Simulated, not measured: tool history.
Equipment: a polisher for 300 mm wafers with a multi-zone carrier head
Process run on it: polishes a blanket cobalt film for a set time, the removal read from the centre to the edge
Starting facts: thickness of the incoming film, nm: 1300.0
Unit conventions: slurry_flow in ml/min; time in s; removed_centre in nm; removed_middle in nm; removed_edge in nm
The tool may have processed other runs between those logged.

run 1 hour=0 | slurry_flow=175 centre_zone=1 middle_zone=1 edge_zone=1 time=78 | removed_centre=423.52 removed_middle=407.48 removed_edge=387.52
run 2 hour=7.2 | slurry_flow=175 centre_zone=1 middle_zone=1 edge_zone=1 time=89 | removed_centre=471.7 removed_middle=464.29 removed_edge=440.91
run 3 hour=8.4 | slurry_flow=165 centre_zone=0.99 middle_zone=0.97 edge_zone=0.96 time=84 | removed_centre=440.36 removed_middle=424.08 removed_edge=410.8
run 4 hour=12.1 | slurry_flow=165 centre_zone=0.99 middle_zone=0.97 edge_zone=0.96 time=98 | removed_centre=501.37 removed_middle=495.92 removed_edge=481.78
run 5 hour=13 | slurry_flow=165 centre_zone=0.99 middle_zone=0.96 edge_zone=0.93 time=89 | removed_centre=462.58 removed_middle=448.53 removed_edge=426.85
run 6 hour=15 | slurry_flow=165 centre_zone=1.03 middle_zone=0.96 edge_zone=0.93 time=89 | removed_centre=486.58 removed_middle=446.64 removed_edge=427.38

Expected results for the next run?
run 7 hour=17.4 | slurry_flow=160 centre_zone=1.02 middle_zone=0.94 edge_zone=0.91 time=83 | removed_centre=? removed_middle=? removed_edge=?

removed_centre: 432.43 nm
removed_middle: 407.32 nm
removed_edge: 395.88 nm
